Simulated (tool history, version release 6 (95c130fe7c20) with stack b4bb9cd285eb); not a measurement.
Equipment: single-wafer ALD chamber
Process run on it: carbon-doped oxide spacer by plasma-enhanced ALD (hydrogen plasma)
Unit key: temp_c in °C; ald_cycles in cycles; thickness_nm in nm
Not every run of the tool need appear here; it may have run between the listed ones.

| run | day | temp_c | ald_cycles | thickness_nm |
|---|---|---|---|---|
| 1 | 0 | 425 | 302 | 12.386 |
| 2 | 0.15 | 425 | 268 | 11.038 |
| 3 | 0.217 | 428 | 262 | 10.702 |
| 4 | 0.558 | 428 | 290 | 11.786 |
| 5 | 0.771 | 428 | 264 | 10.77 |
| 6 | 0.962 | 419 | 264 | 11.06 |
| 7 | 1.267 | 422 | 258 | 10.686 |

Estimate the outcome of run 8 from the log above:
| 8 | 1.388 | 424 | 253 | ? |

{"run 8": {"thickness_nm": 10.402}}
